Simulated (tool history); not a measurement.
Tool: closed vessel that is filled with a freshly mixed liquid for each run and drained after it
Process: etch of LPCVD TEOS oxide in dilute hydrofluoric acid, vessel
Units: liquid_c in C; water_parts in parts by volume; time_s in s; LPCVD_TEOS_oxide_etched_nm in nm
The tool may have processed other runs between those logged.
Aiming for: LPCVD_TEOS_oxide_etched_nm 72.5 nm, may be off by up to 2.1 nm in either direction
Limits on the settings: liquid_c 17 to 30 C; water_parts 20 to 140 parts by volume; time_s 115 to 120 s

{"run": 1, "hour": 0.0, "liquid_c": 22, "water_parts": 75, "time_s": 115, "LPCVD_TEOS_oxide_etched_nm": 52.78}
{"run": 2, "hour": 8.3, "liquid_c": 23.5, "water_parts": 75, "time_s": 115, "LPCVD_TEOS_oxide_etched_nm": 55.723}
{"run": 3, "hour": 9.6, "liquid_c": 23.5, "water_parts": 75, "time_s": 115, "LPCVD_TEOS_oxide_etched_nm": 57.607}
{"run": 4, "hour": 13.2, "liquid_c": 23.5, "water_parts": 50, "time_s": 115, "LPCVD_TEOS_oxide_etched_nm": 87.459}
{"run": 5, "hour": 21.3, "liquid_c": 22.5, "water_parts": 50, "time_s": 115, "LPCVD_TEOS_oxide_etched_nm": 84.242}
{"run": 6, "hour": 24.0, "liquid_c": 25, "water_parts": 50, "time_s": 115, "LPCVD_TEOS_oxide_etched_nm": 91.615}
{"run": 7, "hour": 25.0, "liquid_c": 23.5, "water_parts": 50, "time_s": 115, "LPCVD_TEOS_oxide_etched_nm": 86.87}
{"run": 8, "hour": 29.2, "liquid_c": 22, "water_parts": 50, "time_s": 115, "LPCVD_TEOS_oxide_etched_nm": 83.372}
{"run": 9, "hour": 37.6, "liquid_c": 21, "water_parts": 50, "time_s": 115, "LPCVD_TEOS_oxide_etched_nm": 79.278}
{"run": 10, "hour": 39.7, "liquid_c": 20.5, "water_parts": 50, "time_s": 115, "LPCVD_TEOS_oxide_etched_nm": 76.812}
{"run": 11, "hour": 42.2, "liquid_c": 20, "water_parts": 50, "time_s": 115, "LPCVD_TEOS_oxide_etched_nm": 76.257}

Of the 5 settings listed for the next run, only one would bring every result within its allowed miss of target. Which one?
{"run": "A", "hour": 44.7, "liquid_c": 22.5, "water_parts": 65, "time_s": 120, "LPCVD_TEOS_oxide_etched_nm": "?"}
{"run": "B", "hour": 44.7, "liquid_c": 20.5, "water_parts": 50, "time_s": 120, "LPCVD_TEOS_oxide_etched_nm": "?"}
{"run": "C", "hour": 44.7, "liquid_c": 22.5, "water_parts": 60, "time_s": 120, "LPCVD_TEOS_oxide_etched_nm": "?"}
{"run": "D", "hour": 44.7, "liquid_c": 23, "water_parts": 55, "time_s": 120, "LPCVD_TEOS_oxide_etched_nm": "?"}
{"run": "E", "hour": 44.7, "liquid_c": 21.5, "water_parts": 50, "time_s": 120, "LPCVD_TEOS_oxide_etched_nm": "?"}

move=A LPCVD_TEOS_oxide_etched_nm=65.668
move=B LPCVD_TEOS_oxide_etched_nm=79.998
move=C LPCVD_TEOS_oxide_etched_nm=71.588
move=D LPCVD_TEOS_oxide_etched_nm=80.236
move=E LPCVD_TEOS_oxide_etched_nm=83.441
A: moves the result that the last run missed by most past its target, out the other side
B: further off than the last run
C: all results land within tolerance of their targets
D: further off than the last run
E: further off than the last run
The right move is C.
